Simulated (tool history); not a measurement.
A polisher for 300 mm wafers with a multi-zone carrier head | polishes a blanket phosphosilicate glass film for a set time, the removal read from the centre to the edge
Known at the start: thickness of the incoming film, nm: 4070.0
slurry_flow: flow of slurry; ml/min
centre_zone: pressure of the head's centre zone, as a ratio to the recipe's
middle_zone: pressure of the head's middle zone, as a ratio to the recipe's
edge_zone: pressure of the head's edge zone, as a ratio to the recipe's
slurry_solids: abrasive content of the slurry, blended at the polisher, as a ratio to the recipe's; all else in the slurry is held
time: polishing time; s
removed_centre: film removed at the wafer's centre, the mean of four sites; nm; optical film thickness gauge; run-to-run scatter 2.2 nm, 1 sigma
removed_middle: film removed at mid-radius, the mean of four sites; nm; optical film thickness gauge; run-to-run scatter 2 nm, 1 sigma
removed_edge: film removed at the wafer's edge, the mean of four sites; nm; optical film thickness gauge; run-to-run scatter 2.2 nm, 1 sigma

run,day,slurry_flow,centre_zone,middle_zone,edge_zone,slurry_solids,time,removed_centre,removed_middle,removed_edge
1,0,145,1,1,1,1,61,469.18,472.3,473.28
2,0.088,145,1,0.96,1,1,61,456.46,449.02,472.57
3,0.196,145,1,0.96,1,1.15,61,491.35,474.27,503.29
4,0.508,145,1,0.96,1,1,61,455.63,448.38,476.39
5,0.821,140,1.03,0.94,0.96,0.85,51,365.5,334.89,351.79
6,0.95,130,1.02,0.91,0.92,0.75,47,300.62,283.17,297.16
7,1.25,125,1.03,0.88,0.9,0.7,45,277.61,247.14,274.4
8,1.421,125,1.03,0.88,0.88,0.65,43,251.06,231.11,245.32
9,1.512,120,1.04,0.86,0.86,0.6,43,243.69,211.6,229.33

Estimate the outcome of run 10 from the log above:
10,1.7,115,1.03,0.85,0.85,0.6,43,?,?,?

{"run 10": {"removed_centre": 242.41, "removed_middle": 208.1, "removed_edge": 230.6}}
